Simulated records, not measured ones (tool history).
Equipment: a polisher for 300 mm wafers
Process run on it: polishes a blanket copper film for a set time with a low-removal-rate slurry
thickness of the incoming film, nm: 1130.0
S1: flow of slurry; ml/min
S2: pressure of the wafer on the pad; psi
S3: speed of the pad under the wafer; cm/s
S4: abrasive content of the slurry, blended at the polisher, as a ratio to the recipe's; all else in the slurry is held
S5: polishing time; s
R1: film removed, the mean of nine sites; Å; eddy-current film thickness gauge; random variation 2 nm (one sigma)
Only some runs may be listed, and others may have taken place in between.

run,hour,S1,S2,S3,S4,S5,R1
1,0,160,3.2,88,1,66,1992
2,8.7,160,3.2,88,1.1,66,2038.2
3,14.4,160,3,88,1.1,66,1913.3
4,19.7,185,3,88,1.1,66,1938.8
# hour 27.1: worn pad replaced by a new one
5,27.1,185,2.9,88,1.1,66,2085.6
6,30,185,2.9,88,0.9,66,1996

Run 7 comes next. What will it give?
7,38,185,2.9,88,0.9,66,?

Run 7 yielded R1 2006.3 Å.
